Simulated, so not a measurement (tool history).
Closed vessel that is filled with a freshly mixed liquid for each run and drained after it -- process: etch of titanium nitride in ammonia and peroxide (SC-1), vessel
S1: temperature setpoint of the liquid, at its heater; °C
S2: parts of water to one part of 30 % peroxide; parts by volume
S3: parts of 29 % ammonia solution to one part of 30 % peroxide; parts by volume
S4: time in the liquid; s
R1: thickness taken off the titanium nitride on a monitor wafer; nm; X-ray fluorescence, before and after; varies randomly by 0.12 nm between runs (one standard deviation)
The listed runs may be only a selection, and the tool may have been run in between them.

run	hour	S1	S2	S3	S4	R1
1	0	54	8	0.9	395	25.848
2	5.4	54	10	0.9	395	23.282
3	13.7	54	10	1.2	395	24.158
4	15.1	51.5	10	1.2	395	20.726
5	23.2	49.5	10	1.2	395	17.555
6	28.5	48.5	10	1.2	395	16.753
7	35	48.5	10	1.2	395	16.622

Run 8, settings as shown, results not yet in. Your forecast:
8	41.6	47.5	10	1.2	395	?

Run 8 produced R1 15.457 nm.
